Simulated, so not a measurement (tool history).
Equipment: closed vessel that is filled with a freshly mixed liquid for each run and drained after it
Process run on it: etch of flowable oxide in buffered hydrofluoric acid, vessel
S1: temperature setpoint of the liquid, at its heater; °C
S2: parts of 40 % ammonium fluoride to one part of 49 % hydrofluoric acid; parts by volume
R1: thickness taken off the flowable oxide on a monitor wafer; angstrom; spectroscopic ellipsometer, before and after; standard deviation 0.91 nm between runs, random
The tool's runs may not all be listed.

run 1 day=0 | S1=21 S2=19.5 time_in_the_liquid_(s)=90 | R1=1186.5
run 2 day=0.333 | S1=21 S2=19.5 time_in_the_liquid_(s)=95 | R1=1250.1
run 3 day=0.667 | S1=21.5 S2=19.5 time_in_the_liquid_(s)=95 | R1=1300.8
run 4 day=0.775 | S1=18.5 S2=19.5 time_in_the_liquid_(s)=95 | R1=1092.7
run 5 day=0.992 | S1=20.5 S2=19.5 time_in_the_liquid_(s)=95 | R1=1226
-- day=1.196 thermometer replaced
run 6 day=1.196 | S1=21 S2=19.5 time_in_the_liquid_(s)=95 | R1=1347.5
run 7 day=1.433 | S1=21.5 S2=19.5 time_in_the_liquid_(s)=95 | R1=1374.9
run 8 day=1.654 | S1=22.5 S2=19.5 time_in_the_liquid_(s)=95 | R1=1459.7

For run 9, what comes out?
run 9 day=1.946 | S1=23 S2=19.5 time_in_the_liquid_(s)=95 | R1=?

Logged for run 9: R1 1499.5 angstrom.

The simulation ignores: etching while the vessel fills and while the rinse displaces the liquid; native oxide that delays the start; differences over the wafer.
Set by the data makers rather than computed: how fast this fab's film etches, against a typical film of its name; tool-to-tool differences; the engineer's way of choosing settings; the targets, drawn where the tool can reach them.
